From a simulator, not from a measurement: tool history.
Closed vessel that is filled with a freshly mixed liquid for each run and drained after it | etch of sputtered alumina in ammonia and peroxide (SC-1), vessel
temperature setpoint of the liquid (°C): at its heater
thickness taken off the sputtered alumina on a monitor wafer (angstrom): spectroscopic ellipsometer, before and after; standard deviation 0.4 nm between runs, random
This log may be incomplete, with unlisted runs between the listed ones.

run    day  temperature setpoint of the liquid (°C)  parts of 29 % ammonia solution to one part of 30 % peroxide (parts by volume)  time in the liquid (s)  thickness taken off the sputtered alumina on a monitor wafer (angstrom)
  1  0.000                                     48.0                                                                           0.75                    1115                                                                   312.74
  2  0.050                                     48.5                                                                           0.75                    1115                                                                   324.05
  3  0.079                                     49.0                                                                           0.75                    1115                                                                   328.83
  4  0.204                                     49.0                                                                           0.75                    1190                                                                   353.74
  5  0.350                                     49.5                                                                           0.75                    1190                                                                   362.13
  6  0.583                                     43.5                                                                           0.75                    1190                                                                   259.15
  7  0.929                                     44.5                                                                           0.75                    1190                                                                   274.36
  8  1.108                                     45.0                                                                           0.75                    1190                                                                   278.02
  9  1.233                                     45.5                                                                           0.75                    1190                                                                   290.00

Estimate the outcome of run 10 from the log above:
 10  1.583                                     46.0                                                                           0.75                    1190                                                                        ?

{"run 10": {"thickness taken off the sputtered alumina on a monitor wafer (angstrom)": 300.09}}

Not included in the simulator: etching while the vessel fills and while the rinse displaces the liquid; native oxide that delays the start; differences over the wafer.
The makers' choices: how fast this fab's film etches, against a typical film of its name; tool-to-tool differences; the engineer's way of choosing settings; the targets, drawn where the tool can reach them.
